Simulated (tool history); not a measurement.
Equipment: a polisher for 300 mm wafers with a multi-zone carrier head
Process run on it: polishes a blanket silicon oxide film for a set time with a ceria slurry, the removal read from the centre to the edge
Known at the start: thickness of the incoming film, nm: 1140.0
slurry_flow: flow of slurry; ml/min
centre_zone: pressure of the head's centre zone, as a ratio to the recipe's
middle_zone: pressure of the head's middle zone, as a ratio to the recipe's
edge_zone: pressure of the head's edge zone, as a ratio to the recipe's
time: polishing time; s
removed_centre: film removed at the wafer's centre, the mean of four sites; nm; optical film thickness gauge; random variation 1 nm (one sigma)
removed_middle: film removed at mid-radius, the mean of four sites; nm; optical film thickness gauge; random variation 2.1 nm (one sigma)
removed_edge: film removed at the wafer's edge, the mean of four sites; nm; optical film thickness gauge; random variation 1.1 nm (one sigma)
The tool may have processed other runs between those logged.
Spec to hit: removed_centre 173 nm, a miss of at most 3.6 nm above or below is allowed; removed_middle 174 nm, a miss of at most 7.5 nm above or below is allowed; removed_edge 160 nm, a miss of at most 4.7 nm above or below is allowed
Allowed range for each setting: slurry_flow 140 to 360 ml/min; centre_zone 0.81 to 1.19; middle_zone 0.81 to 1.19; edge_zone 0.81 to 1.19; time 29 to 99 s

run,hour,slurry_flow,centre_zone,middle_zone,edge_zone,time,removed_centre,removed_middle,removed_edge
1,0,230,1,1,1,64,231.35,262.8,268.35
2,6.5,230,1,1,0.96,64,232.99,259.93,260.87
3,9.2,235,1.01,1,0.94,61,227.12,251.35,245.02
4,12.3,235,1.01,1,0.94,54,202.12,219.02,217.65
5,19.5,235,1.01,1,0.91,54,198.1,226.29,213.95
# hour 22.1: centre zone pressure recalibrated
6,22.1,240,1.02,0.99,0.9,52,214.04,211.59,205.6
7,24.3,235,1.02,0.99,0.89,51,208.99,208.29,199
8,25.5,230,1.01,0.99,0.88,50,200.02,207.76,195.88

Below are 4 possible settings for the next run. Only one of them brings all results inside the allowed miss of their targets. Which is it?
A,26.7,235,0.86,0.89,1.13,49,?,?,?
B,26.7,235,0.97,0.96,0.94,46,?,?,?
C,26.7,220,0.91,0.92,1.03,51,?,?,?
D,26.7,290,1.02,1,0.82,41,?,?,?

move,removed_centre,removed_middle,removed_edge
A,168.38,177.88,215.21
B,177.87,177.81,184.42
C,183.6,188.78,212.47
D,170.77,167.76,157.09
A: its largest miss is bigger than the last run's
B: closer than the last run, but not yet in spec
C: its largest miss is bigger than the last run's
D: all results in spec
D is the move that brings every result within its allowed miss.

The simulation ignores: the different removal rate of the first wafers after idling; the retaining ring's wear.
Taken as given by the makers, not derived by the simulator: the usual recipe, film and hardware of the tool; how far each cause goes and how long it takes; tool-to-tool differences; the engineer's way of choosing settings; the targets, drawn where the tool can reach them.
